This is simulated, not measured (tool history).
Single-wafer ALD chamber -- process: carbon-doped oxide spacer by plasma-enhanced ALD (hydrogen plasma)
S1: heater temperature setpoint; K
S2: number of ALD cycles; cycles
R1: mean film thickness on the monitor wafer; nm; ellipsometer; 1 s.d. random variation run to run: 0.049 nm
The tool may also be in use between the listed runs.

Run 1, day 0.000: S1 693.15 K, S2 177 cycles. Result: R1 7.7100 nm.
Run 2, day 0.346: S1 693.15 K, S2 193 cycles. Result: R1 8.3979 nm.
Run 3, day 0.638: S1 691.15 K, S2 198 cycles. Result: R1 8.6686 nm.
Run 4, day 0.838: S1 689.15 K, S2 202 cycles. Result: R1 9.0026 nm.
Run 5, day 0.912: S1 686.15 K, S2 203 cycles. Result: R1 8.9902 nm.
Run 6, day 1.204: S1 682.15 K, S2 203 cycles. Result: R1 9.1367 nm.
Run 7, day 1.496: S1 681.15 K, S2 205 cycles. Result: R1 9.1756 nm.

Run 8 comes next. What will it give?
Run 8, day 1.725: S1 681.15 K, S2 207 cycles. Result: R1 ?.

R1: 9.3690 nm

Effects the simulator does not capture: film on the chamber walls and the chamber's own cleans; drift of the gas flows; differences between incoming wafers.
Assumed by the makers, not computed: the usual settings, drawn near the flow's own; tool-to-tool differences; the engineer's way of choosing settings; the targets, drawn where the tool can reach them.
